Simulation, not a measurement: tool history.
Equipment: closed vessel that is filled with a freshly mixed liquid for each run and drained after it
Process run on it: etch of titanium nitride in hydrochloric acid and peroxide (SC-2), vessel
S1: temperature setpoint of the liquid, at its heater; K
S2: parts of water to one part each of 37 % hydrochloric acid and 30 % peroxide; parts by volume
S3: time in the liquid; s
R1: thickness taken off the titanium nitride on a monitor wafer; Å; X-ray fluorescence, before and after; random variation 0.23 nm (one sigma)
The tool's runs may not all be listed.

run,hour,S1,S2,S3,R1
1,0,328.15,6.5,910,858.01
2,7.5,328.15,6.5,910,871.58
3,16.5,333.65,6.5,910,1226.9
4,24.5,331.15,6.5,910,1032.9
5,33.3,329.15,6.5,910,913.46
6,41.2,327.15,6.5,910,821.81
7,49.7,325.65,6.5,910,742.91

Run 8 is up next; what results do you expect?
8,58.6,324.15,6.5,910,?

{"run 8": {"R1": 665.3}}
